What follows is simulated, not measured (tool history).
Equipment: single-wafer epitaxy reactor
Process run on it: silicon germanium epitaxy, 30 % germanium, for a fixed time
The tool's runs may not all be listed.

run    day  wafer temperature setpoint (pyrometer-controlled) (°C)  chamber pressure (Pa)  mean film thickness on the monitor wafer (nm)
  1      0                                                     600                   2240                                         68.439
  2    0.1                                                     600                   1880                                         63.417
  3  0.312                                                     608                   1880                                         74.781
  4  0.354                                                     616                   1880                                         87.367
  5  0.492                                                     605                   1867                                         70.039
       0.6  -- pyrometer calibrated
  6    0.6                                                     609                   1867                                         67.871
  7  0.842                                                     600                   1840                                         55.873

Predict the results of run 8:
  8  1.088                                                     588                   1827                                              ?

Run 8 yielded mean film thickness on the monitor wafer (nm) 43.436.
